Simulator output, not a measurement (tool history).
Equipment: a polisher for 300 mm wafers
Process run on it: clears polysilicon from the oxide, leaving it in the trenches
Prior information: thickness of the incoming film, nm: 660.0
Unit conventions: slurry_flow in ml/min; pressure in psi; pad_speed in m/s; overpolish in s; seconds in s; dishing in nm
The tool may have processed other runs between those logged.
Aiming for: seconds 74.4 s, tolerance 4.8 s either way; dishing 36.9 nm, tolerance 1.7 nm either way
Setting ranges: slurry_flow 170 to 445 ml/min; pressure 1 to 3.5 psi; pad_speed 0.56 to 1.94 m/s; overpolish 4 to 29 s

run	hour	slurry_flow	pressure	pad_speed	overpolish	seconds	dishing
1	0	285	2.2	1.24	15	49.002	39.845
2	2.6	285	2.2	1.02	15	55.909	38.963
3	7.7	285	2.2	0.98	14	60.217	38.23
4	12.7	285	2.2	1.2	14	47.698	39.656
5	15.4	285	2.2	1.2	9	47.962	39.2
6	17.1	290	2.1	1.16	8	52.79	36.78
7	25.3	285	2	1.16	9	54.914	37.858
8	26.7	285	1.9	1.16	9	56.3	38.453
9	29.7	290	1.8	1.14	8	60.464	35.658
10	33.7	275	1.8	1.12	9	63.525	36.427
11	36.9	270	1.8	1.12	10	64.089	36.944

Consider the 4 candidate settings below. Which is the only one whose results all fall within their allowed miss of target?
A	40.1	200	1.8	0.98	11	?	?
B	40.1	170	1.6	0.96	29	?	?
C	40.1	200	1.9	0.8	12	?	?
D	40.1	190	1.2	1.28	27	?	?

move	seconds	dishing
A	74.907	36.347
B	88.031	39.289
C	86.366	35.895
D	85.953	39.25
A: meets every target
B: carries the result that was furthest off beyond its target, to the other side
C: carries the result that was furthest off beyond its target, to the other side
D: carries the result that was furthest off beyond its target, to the other side
A is the move that brings every result within its allowed miss.
